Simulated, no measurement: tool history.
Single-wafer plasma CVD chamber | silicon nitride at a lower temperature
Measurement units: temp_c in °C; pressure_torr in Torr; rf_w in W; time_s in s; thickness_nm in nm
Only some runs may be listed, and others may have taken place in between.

run,day,temp_c,pressure_torr,rf_w,time_s,thickness_nm
1,0.000,355,1.08,340,35.8,39.310
2,0.046,355,1.16,355,35.9,41.596
3,0.125,351,1.16,355,35.9,41.762
4,0.312,351,1.16,355,37.0,43.166
5,0.571,351,0.98,355,37.0,40.441
# day 0.746: RF generator calibrated
6,0.746,351,1.07,360,37.0,43.816
7,1.067,351,1.12,360,37.0,44.333
8,1.175,351,1.16,360,37.0,44.822

Run 9 comes next. What will it give?
9,1.533,351,1.19,360,37.0,?

{"run 9": {"thickness_nm": 45.184}}
